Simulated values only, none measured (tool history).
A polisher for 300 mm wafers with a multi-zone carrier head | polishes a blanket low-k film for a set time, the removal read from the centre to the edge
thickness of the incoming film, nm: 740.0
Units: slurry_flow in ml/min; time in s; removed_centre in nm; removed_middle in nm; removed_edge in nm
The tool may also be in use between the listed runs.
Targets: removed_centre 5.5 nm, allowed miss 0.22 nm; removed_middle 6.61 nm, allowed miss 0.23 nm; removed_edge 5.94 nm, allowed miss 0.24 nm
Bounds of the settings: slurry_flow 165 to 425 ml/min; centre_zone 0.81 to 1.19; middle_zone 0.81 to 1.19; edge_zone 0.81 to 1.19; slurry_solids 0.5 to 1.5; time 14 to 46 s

{"run": 1, "day": 0.0, "slurry_flow": 275, "centre_zone": 1, "middle_zone": 1, "edge_zone": 1, "slurry_solids": 1, "time": 30, "removed_centre": 11.969, "removed_middle": 12.296, "removed_edge": 12.072}
{"run": 2, "day": 0.317, "slurry_flow": 275, "centre_zone": 0.99, "middle_zone": 1, "edge_zone": 0.99, "slurry_solids": 0.95, "time": 29, "removed_centre": 11.314, "removed_middle": 11.634, "removed_edge": 11.457}
{"run": 3, "day": 0.625, "slurry_flow": 275, "centre_zone": 0.98, "middle_zone": 1.01, "edge_zone": 0.98, "slurry_solids": 0.9, "time": 28, "removed_centre": 10.538, "removed_middle": 10.944, "removed_edge": 10.943}
{"run": 4, "day": 0.875, "slurry_flow": 275, "centre_zone": 0.95, "middle_zone": 1.01, "edge_zone": 0.98, "slurry_solids": 0.9, "time": 28, "removed_centre": 10.234, "removed_middle": 10.984, "removed_edge": 10.735}
{"run": 5, "day": 0.912, "slurry_flow": 275, "centre_zone": 0.94, "middle_zone": 1.02, "edge_zone": 0.96, "slurry_solids": 0.85, "time": 27, "removed_centre": 9.5691, "removed_middle": 10.299, "removed_edge": 9.9762}
{"run": 6, "day": 1.217, "slurry_flow": 275, "centre_zone": 0.94, "middle_zone": 1.02, "edge_zone": 0.96, "slurry_solids": 0.85, "time": 33, "removed_centre": 11.606, "removed_middle": 12.493, "removed_edge": 12.324}
{"run": 7, "day": 1.388, "slurry_flow": 275, "centre_zone": 0.93, "middle_zone": 1.03, "edge_zone": 0.95, "slurry_solids": 0.8, "time": 31, "removed_centre": 10.299, "removed_middle": 11.6, "removed_edge": 10.932}
{"run": 8, "day": 1.612, "slurry_flow": 275, "centre_zone": 0.92, "middle_zone": 1.03, "edge_zone": 0.94, "slurry_solids": 0.75, "time": 30, "removed_centre": 9.6583, "removed_middle": 10.692, "removed_edge": 10.158}
{"run": 9, "day": 1.792, "slurry_flow": 270, "centre_zone": 0.91, "middle_zone": 1.03, "edge_zone": 0.93, "slurry_solids": 0.7, "time": 29, "removed_centre": 8.6045, "removed_middle": 9.8004, "removed_edge": 9.356}
{"run": 10, "day": 1.958, "slurry_flow": 270, "centre_zone": 0.91, "middle_zone": 1.03, "edge_zone": 0.92, "slurry_solids": 0.7, "time": 28, "removed_centre": 8.3914, "removed_middle": 9.3324, "removed_edge": 8.8513}
{"run": 11, "day": 2.192, "slurry_flow": 265, "centre_zone": 0.9, "middle_zone": 1.03, "edge_zone": 0.91, "slurry_solids": 0.7, "time": 28, "removed_centre": 8.3972, "removed_middle": 9.1953, "removed_edge": 8.7952}
{"day": 2.325, "done": "slurry nozzle cleaned"}
{"run": 12, "day": 2.325, "slurry_flow": 265, "centre_zone": 0.89, "middle_zone": 1.04, "edge_zone": 0.91, "slurry_solids": 0.7, "time": 27, "removed_centre": 8.1569, "removed_middle": 9.3432, "removed_edge": 8.7117}
{"run": 13, "day": 2.683, "slurry_flow": 265, "centre_zone": 0.88, "middle_zone": 1.04, "edge_zone": 0.9, "slurry_solids": 0.7, "time": 26, "removed_centre": 7.6749, "removed_middle": 8.9882, "removed_edge": 8.3194}

Which of these 4 next moves meets every target?
{"run": "A", "day": 3.042, "slurry_flow": 270, "centre_zone": 1.18, "middle_zone": 1.02, "edge_zone": 0.84, "slurry_solids": 0.9, "time": 26, "removed_centre": "?", "removed_middle": "?", "removed_edge": "?"}
{"run": "B", "day": 3.042, "slurry_flow": 230, "centre_zone": 0.87, "middle_zone": 1.05, "edge_zone": 0.87, "slurry_solids": 0.7, "time": 19, "removed_centre": "?", "removed_middle": "?", "removed_edge": "?"}
{"run": "C", "day": 3.042, "slurry_flow": 310, "centre_zone": 1.03, "middle_zone": 1.15, "edge_zone": 0.82, "slurry_solids": 0.9, "time": 25, "removed_centre": "?", "removed_middle": "?", "removed_edge": "?"}
{"run": "D", "day": 3.042, "slurry_flow": 250, "centre_zone": 0.85, "middle_zone": 1.19, "edge_zone": 0.91, "slurry_solids": 1, "time": 17, "removed_centre": "?", "removed_middle": "?", "removed_edge": "?"}

move=A removed_centre=12.099 removed_middle=10.37 removed_edge=9.5267
move=B removed_centre=5.4659 removed_middle=6.528 removed_edge=5.9596
move=C removed_centre=10.325 removed_middle=11.211 removed_edge=9.1432
move=D removed_centre=5.9913 removed_middle=8.1373 removed_edge=6.7803
A: further off than the last run
B: meets every target
C: further off than the last run
D: nearer than the last run, and not there yet
Move B is the one to make.
